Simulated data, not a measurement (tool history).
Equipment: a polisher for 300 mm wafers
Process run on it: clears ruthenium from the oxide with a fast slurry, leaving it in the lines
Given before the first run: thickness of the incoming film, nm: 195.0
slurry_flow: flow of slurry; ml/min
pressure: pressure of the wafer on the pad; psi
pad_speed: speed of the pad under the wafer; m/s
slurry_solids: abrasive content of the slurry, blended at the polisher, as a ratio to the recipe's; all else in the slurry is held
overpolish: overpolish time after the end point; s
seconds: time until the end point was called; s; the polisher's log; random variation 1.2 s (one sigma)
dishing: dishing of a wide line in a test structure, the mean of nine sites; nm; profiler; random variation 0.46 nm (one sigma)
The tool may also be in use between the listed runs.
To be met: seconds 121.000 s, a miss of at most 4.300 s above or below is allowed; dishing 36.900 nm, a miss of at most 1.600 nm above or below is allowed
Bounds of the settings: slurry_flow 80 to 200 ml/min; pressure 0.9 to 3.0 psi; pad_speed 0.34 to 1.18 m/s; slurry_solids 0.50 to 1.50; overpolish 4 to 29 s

run	hour	slurry_flow	pressure	pad_speed	slurry_solids	overpolish	seconds	dishing
1	0.0	130	1.9	0.76	1.00	15	85.940	29.315
2	4.9	125	1.8	0.76	1.00	16	92.832	30.887
3	8.9	125	1.5	0.76	1.00	16	107.980	25.526
4	9.7	125	1.5	0.76	0.95	16	110.920	25.339
5	15.6	125	1.1	0.76	0.95	16	148.610	18.735
6	18.3	125	1.1	0.76	0.95	11	150.980	12.946
7	23.5	120	1.1	0.76	0.95	13	149.720	15.750
8	28.6	115	1.1	0.76	0.95	14	154.940	16.478
9	35.7	110	1.2	0.76	0.95	15	139.930	18.704
10	36.4	110	1.2	0.76	0.95	16	145.180	19.641
11	40.2	110	1.2	0.76	0.95	17	140.230	21.210
12	41.3	110	1.2	0.76	0.95	17	138.580	21.289

Exercise: of the 4 proposed moves below, exactly one satisfies all targets within the stated allowed misses. Which move is it?
A	42.4	120	1.0	0.76	1.05	11	?	?
B	42.4	135	1.1	0.70	0.95	15	?	?
C	42.4	95	1.3	0.84	1.00	26	?	?
D	42.4	125	1.2	0.76	1.00	24	?	?

move	seconds	dishing
A	161.080	12.469
B	163.430	16.641
C	120.900	37.585
D	137.450	30.884
A: the biggest miss grows against the last run
B: the biggest miss grows against the last run
C: each result inside its tolerance
D: closer than the last run, but not yet in spec
The right move is C.
